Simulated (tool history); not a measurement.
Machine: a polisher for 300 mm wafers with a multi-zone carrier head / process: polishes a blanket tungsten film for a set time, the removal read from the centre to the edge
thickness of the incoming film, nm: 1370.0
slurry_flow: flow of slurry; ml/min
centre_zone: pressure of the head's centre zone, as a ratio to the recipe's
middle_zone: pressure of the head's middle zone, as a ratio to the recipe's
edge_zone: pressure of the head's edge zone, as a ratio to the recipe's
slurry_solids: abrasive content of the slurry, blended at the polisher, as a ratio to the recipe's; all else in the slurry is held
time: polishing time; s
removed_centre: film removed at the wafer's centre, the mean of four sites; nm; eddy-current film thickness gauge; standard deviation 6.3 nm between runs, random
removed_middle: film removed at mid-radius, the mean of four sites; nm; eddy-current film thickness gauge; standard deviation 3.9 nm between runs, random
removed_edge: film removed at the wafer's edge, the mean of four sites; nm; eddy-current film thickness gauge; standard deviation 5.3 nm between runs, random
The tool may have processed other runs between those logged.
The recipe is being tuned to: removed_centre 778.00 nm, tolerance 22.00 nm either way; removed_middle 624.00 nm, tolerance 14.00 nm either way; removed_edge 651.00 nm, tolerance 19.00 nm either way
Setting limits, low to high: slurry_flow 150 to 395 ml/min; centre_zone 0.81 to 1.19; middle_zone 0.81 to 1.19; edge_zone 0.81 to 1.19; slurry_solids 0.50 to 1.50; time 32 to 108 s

run    day  slurry_flow  centre_zone  middle_zone  edge_zone  slurry_solids  time  removed_centre  removed_middle  removed_edge
  1  0.000          250         1.00         1.00       1.00           1.00    70          491.73          469.96        475.58
  2  0.042          250         1.00         1.09       1.00           1.00    70          484.43          501.81        471.19
  3  0.108          250         1.00         1.09       1.00           1.15    70          502.49          520.04        472.59
  4  0.325          260         1.02         1.07       1.03           1.20    72          528.26          534.52        506.21
  5  0.592          270         1.05         1.05       1.04           1.25    74          569.48          540.30        528.58
  6  0.754          225         1.05         1.05       1.04           1.25    74          563.64          530.72        527.09
  7  1.004          230         1.07         1.05       1.05           1.30    76          590.76          555.39        547.30
  8  1.050          300         1.17         0.95       1.09           1.50    85          765.47          600.88        660.24

Of the 5 settings listed for the next run, only one would bring every result within its allowed miss of target. Which one?
  A  1.096          305         1.14         0.94       1.13           1.45    89               ?               ?             ?
  B  1.096          290         1.11         0.97       0.95           1.50    90               ?               ?             ?
  C  1.096          295         1.09         0.94       1.17           1.50    88               ?               ?             ?
  D  1.096          230         1.17         0.97       1.04           1.50    88               ?               ?             ?
  E  1.096          330         1.08         1.02       1.15           1.50    87               ?               ?             ?

move  removed_centre  removed_middle  removed_edge
   A          784.25          628.44        694.91
   B          774.74          655.12        655.92
   C          744.81          624.72        701.94
   D          780.15          626.79        655.11
   E          737.35          667.69        692.69
A: the furthest-off result lands on target, but another misses its tolerance
B: pushes the last run's worst result past its target
C: the furthest-off result lands on target, but another misses its tolerance
D: all results land within tolerance of their targets
E: pushes the last run's worst result past its target
So the answer is move D, the one that meets all the targets.
